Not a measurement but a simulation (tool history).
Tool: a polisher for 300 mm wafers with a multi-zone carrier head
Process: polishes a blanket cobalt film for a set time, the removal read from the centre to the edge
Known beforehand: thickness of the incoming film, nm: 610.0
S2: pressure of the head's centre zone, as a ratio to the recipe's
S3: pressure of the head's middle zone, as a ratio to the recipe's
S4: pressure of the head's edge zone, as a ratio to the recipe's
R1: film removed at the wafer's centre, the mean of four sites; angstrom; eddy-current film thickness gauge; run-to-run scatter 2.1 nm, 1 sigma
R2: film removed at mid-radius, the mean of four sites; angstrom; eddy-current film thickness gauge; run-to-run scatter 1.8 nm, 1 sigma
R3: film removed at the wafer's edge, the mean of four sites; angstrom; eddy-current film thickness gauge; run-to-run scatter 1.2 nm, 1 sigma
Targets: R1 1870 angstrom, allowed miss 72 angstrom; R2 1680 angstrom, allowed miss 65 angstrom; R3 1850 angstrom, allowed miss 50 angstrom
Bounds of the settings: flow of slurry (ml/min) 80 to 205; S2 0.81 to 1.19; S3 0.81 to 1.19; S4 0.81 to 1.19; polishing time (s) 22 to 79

Run 1, hour 0: flow of slurry (ml/min) 135, S2 1, S3 1, S4 1, polishing time (s) 50. Result: R1 2062.2 angstrom, R2 2021.1 angstrom, R3 2042 angstrom.
Run 2, hour 0.5: flow of slurry (ml/min) 130, S2 1, S3 0.99, S4 0.99, polishing time (s) 50. Result: R1 2028.4 angstrom, R2 2033.7 angstrom, R3 2041.3 angstrom.
Run 3, hour 2: flow of slurry (ml/min) 130, S2 1, S3 0.99, S4 0.91, polishing time (s) 50. Result: R1 2021.4 angstrom, R2 2031.1 angstrom, R3 1953.9 angstrom.
Run 4, hour 9: flow of slurry (ml/min) 115, S2 1, S3 0.99, S4 0.91, polishing time (s) 50. Result: R1 1949 angstrom, R2 1954.1 angstrom, R3 1920.6 angstrom.
Run 5, hour 12.6: flow of slurry (ml/min) 115, S2 1.06, S3 0.99, S4 0.91, polishing time (s) 50. Result: R1 2097.4 angstrom, R2 1967.2 angstrom, R3 1931.1 angstrom.
Run 6, hour 18.4: flow of slurry (ml/min) 105, S2 1.06, S3 0.99, S4 0.91, polishing time (s) 50. Result: R1 2045.2 angstrom, R2 1888.1 angstrom, R3 1901.4 angstrom.
Run 7, hour 19: flow of slurry (ml/min) 100, S2 1.06, S3 0.98, S4 0.91, polishing time (s) 50. Result: R1 2009.5 angstrom, R2 1850.4 angstrom, R3 1898.6 angstrom.
Run 8, hour 23.1: flow of slurry (ml/min) 100, S2 1.06, S3 0.97, S4 0.91, polishing time (s) 50. Result: R1 1969.2 angstrom, R2 1868.8 angstrom, R3 1877 angstrom.
Run 9, hour 29.4: flow of slurry (ml/min) 100, S2 1.07, S3 0.96, S4 0.92, polishing time (s) 50. Result: R1 2017.7 angstrom, R2 1859.2 angstrom, R3 1893.1 angstrom.
Run 10, hour 36.8: flow of slurry (ml/min) 80, S2 1.03, S3 0.87, S4 0.93, polishing time (s) 49. Result: R1 1796.7 angstrom, R2 1561.6 angstrom, R3 1800.1 angstrom.
Run 11, hour 41.9: flow of slurry (ml/min) 85, S2 1.03, S3 0.87, S4 0.93, polishing time (s) 49. Result: R1 1864.3 angstrom, R2 1581 angstrom, R3 1814.4 angstrom.

Exactly one of the 5 candidate moves below puts every result within its allowed miss. Which one?
Run A, hour 47: flow of slurry (ml/min) 80, S2 1.11, S3 0.81, S4 0.93, polishing time (s) 47. Result: R1 ?, R2 ?, R3 ?.
Run B, hour 47: flow of slurry (ml/min) 90, S2 1.04, S3 0.91, S4 0.84, polishing time (s) 49. Result: R1 ?, R2 ?, R3 ?.
Run C, hour 47: flow of slurry (ml/min) 110, S2 1.03, S3 0.81, S4 0.9, polishing time (s) 47. Result: R1 ?, R2 ?, R3 ?.
Run D, hour 47: flow of slurry (ml/min) 95, S2 0.98, S3 0.85, S4 0.85, polishing time (s) 51. Result: R1 ?, R2 ?, R3 ?.
Run E, hour 47: flow of slurry (ml/min) 80, S2 0.98, S3 0.81, S4 1.05, polishing time (s) 50. Result: R1 ?, R2 ?, R3 ?.

move      R1      R2      R3
   A  1846.7  1421.4  1714.3
   B  1876.5  1687.8  1742.5
   C  1888.7  1547.9  1787.4
   D  1869.9  1685.2  1842.5
   E  1732.9  1512.9  1933.1
A: further off than the last run
B: meets the target for the result that was furthest off, but another lies outside its allowed miss
C: further off than the last run
D: all results land within tolerance of their targets
E: further off than the last run
So the answer is move D, the one that meets all the targets.
